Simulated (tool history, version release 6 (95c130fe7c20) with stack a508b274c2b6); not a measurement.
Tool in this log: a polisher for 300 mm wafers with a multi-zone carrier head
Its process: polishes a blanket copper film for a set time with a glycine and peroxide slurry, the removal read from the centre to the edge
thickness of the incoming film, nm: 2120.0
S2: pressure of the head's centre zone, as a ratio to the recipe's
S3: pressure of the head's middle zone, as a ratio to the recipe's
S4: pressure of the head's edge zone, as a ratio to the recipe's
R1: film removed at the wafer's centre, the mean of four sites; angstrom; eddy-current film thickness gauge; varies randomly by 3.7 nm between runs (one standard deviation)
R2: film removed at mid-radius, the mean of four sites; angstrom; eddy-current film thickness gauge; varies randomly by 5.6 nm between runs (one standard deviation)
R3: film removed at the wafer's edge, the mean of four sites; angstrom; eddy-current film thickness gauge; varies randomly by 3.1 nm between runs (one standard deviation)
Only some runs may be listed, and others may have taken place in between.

{"run": 1, "hour": 0.0, "flow of slurry (ml/min)": 185, "S2": 1.0, "S3": 1.0, "S4": 1.0, "polishing time (s)": 73, "R1": 4140.6, "R2": 4177.0, "R3": 4199.2}
{"run": 2, "hour": 2.5, "flow of slurry (ml/min)": 185, "S2": 0.97, "S3": 1.0, "S4": 1.0, "polishing time (s)": 73, "R1": 4099.2, "R2": 4050.8, "R3": 4146.9}
{"run": 3, "hour": 5.6, "flow of slurry (ml/min)": 185, "S2": 0.97, "S3": 1.0, "S4": 1.0, "polishing time (s)": 90, "R1": 4955.8, "R2": 5095.6, "R3": 5184.2}
{"run": 4, "hour": 6.3, "flow of slurry (ml/min)": 180, "S2": 0.96, "S3": 0.99, "S4": 1.0, "polishing time (s)": 90, "R1": 4837.0, "R2": 5038.7, "R3": 5169.9}
{"run": 5, "hour": 10.4, "flow of slurry (ml/min)": 180, "S2": 0.96, "S3": 0.99, "S4": 1.05, "polishing time (s)": 90, "R1": 4919.6, "R2": 5017.3, "R3": 5220.3}
{"run": 6, "hour": 17.4, "flow of slurry (ml/min)": 180, "S2": 0.96, "S3": 0.99, "S4": 0.98, "polishing time (s)": 90, "R1": 4946.8, "R2": 5194.2, "R3": 5067.4}

What will run 7 give?
{"run": 7, "hour": 20.9, "flow of slurry (ml/min)": 175, "S2": 0.95, "S3": 0.98, "S4": 0.99, "polishing time (s)": 90, "R1": "?", "R2": "?", "R3": "?"}

R1: 4843.8 angstrom
R2: 4978.6 angstrom
R3: 5098.2 angstrom
